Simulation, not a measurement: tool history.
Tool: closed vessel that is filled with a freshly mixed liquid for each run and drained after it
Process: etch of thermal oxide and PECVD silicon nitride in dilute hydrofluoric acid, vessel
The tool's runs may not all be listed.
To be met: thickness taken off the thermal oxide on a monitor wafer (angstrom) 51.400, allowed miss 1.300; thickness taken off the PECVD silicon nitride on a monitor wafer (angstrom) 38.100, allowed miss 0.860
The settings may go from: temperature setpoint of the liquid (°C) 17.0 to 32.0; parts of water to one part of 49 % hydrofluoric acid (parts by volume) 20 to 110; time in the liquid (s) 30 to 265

run  hour  temperature setpoint of the liquid (°C)  parts of water to one part of 49 % hydrofluoric acid (parts by volume)  time in the liquid (s)  thickness taken off the thermal oxide on a monitor wafer (angstrom)  thickness taken off the PECVD silicon nitride on a monitor wafer (angstrom)
  1   0.0                                     24.0                                                                      60                     135                                                              122.870                                                                      102.730
  2   3.4                                     22.5                                                                      65                     135                                                              107.570                                                                       86.630
  3   8.6                                     21.5                                                                      70                     135                                                               94.261                                                                       75.622
  4   9.6                                     21.5                                                                      70                      90                                                               62.134                                                                       49.476
  5  15.5                                     21.0                                                                      70                      90                                                               61.159                                                                       48.487
  6  18.2                                     20.5                                                                      70                      90                                                               60.218                                                                       46.721
  7  24.0                                     20.0                                                                      70                      90                                                               58.855                                                                       45.197
  8  25.3                                     19.5                                                                      70                      90                                                               57.811                                                                       43.901
  9  33.0                                     19.0                                                                      70                      90                                                               56.538                                                                       42.236

Which of these 5 next moves meets every target?
  A  40.7                                     17.5                                                                      75                      90                                                                    ?                                                                            ?
  B  40.7                                     26.5                                                                     110                      95                                                                    ?                                                                            ?
  C  40.7                                     20.5                                                                      65                      85                                                                    ?                                                                            ?
  D  40.7                                     21.5                                                                      70                      90                                                                    ?                                                                            ?
  E  40.7                                     18.5                                                                      75                      90                                                                    ?                                                                            ?

move  thickness taken off the thermal oxide on a monitor wafer (angstrom)  thickness taken off the PECVD silicon nitride on a monitor wafer (angstrom)
   A                                                               49.736                                                                       36.110
   B                                                               49.462                                                                       47.923
   C                                                               62.230                                                                       48.280
   D                                                               63.401                                                                       50.918
   E                                                               51.893                                                                       38.722
A: takes the result that was furthest off past its target
B: further off than the last run
C: further off than the last run
D: further off than the last run
E: meets every target
The right move is E.
